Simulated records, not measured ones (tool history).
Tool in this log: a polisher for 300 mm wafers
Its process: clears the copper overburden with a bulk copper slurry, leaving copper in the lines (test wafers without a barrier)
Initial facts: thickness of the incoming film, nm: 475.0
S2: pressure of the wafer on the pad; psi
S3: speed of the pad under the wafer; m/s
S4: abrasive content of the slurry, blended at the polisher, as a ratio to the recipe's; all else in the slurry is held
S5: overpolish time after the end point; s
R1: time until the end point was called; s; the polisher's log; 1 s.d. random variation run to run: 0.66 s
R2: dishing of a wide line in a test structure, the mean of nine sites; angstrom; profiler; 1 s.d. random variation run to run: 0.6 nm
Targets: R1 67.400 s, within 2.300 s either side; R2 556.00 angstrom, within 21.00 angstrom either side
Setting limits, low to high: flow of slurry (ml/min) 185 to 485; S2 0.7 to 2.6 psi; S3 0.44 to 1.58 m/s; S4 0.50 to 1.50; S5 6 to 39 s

{"run": 1, "hour": 0.0, "flow of slurry (ml/min)": 310, "S2": 1.6, "S3": 1.0, "S4": 1.0, "S5": 20, "R1": 79.7, "R2": 644.83}
{"run": 2, "hour": 6.8, "flow of slurry (ml/min)": 310, "S2": 1.3, "S3": 1.0, "S4": 1.0, "S5": 20, "R1": 96.692, "R2": 546.38}
{"run": 3, "hour": 11.1, "flow of slurry (ml/min)": 310, "S2": 1.4, "S3": 1.02, "S4": 1.0, "S5": 18, "R1": 89.236, "R2": 545.06}
{"run": 4, "hour": 16.8, "flow of slurry (ml/min)": 310, "S2": 1.5, "S3": 1.02, "S4": 1.0, "S5": 16, "R1": 84.097, "R2": 536.13}
{"run": 5, "hour": 18.3, "flow of slurry (ml/min)": 260, "S2": 1.5, "S3": 1.02, "S4": 1.0, "S5": 16, "R1": 84.597, "R2": 532.36}
{"run": 6, "hour": 23.8, "flow of slurry (ml/min)": 260, "S2": 1.5, "S3": 1.16, "S4": 1.0, "S5": 16, "R1": 75.679, "R2": 583.08}
{"run": 7, "hour": 30.4, "flow of slurry (ml/min)": 265, "S2": 1.5, "S3": 1.16, "S4": 1.0, "S5": 15, "R1": 75.13, "R2": 541.46}
{"run": 8, "hour": 36.8, "flow of slurry (ml/min)": 270, "S2": 1.6, "S3": 1.18, "S4": 1.0, "S5": 14, "R1": 70.553, "R2": 553.36}

4 candidate next runs follow, results not yet known. Just one meets every target within its allowed miss. Identify it.
{"run": "A", "hour": 43.2, "flow of slurry (ml/min)": 315, "S2": 1.7, "S3": 1.1, "S4": 1.2, "S5": 13, "R1": "?", "R2": "?"}
{"run": "B", "hour": 43.2, "flow of slurry (ml/min)": 240, "S2": 1.6, "S3": 1.12, "S4": 0.8, "S5": 15, "R1": "?", "R2": "?"}
{"run": "C", "hour": 43.2, "flow of slurry (ml/min)": 265, "S2": 1.6, "S3": 1.4, "S4": 0.8, "S5": 12, "R1": "?", "R2": "?"}
{"run": "D", "hour": 43.2, "flow of slurry (ml/min)": 355, "S2": 1.4, "S3": 1.14, "S4": 1.05, "S5": 16, "R1": "?", "R2": "?"}

move=A R1=65.755 R2=551.59
move=B R1=74.644 R2=553.39
move=C R1=60.928 R2=545.68
move=D R1=77.924 R2=550.79
A: all results in spec
B: moves away from the targets compared with the last run
C: moves the result that the last run missed by most past its target, out the other side
D: moves away from the targets compared with the last run
Move A is the one to make.
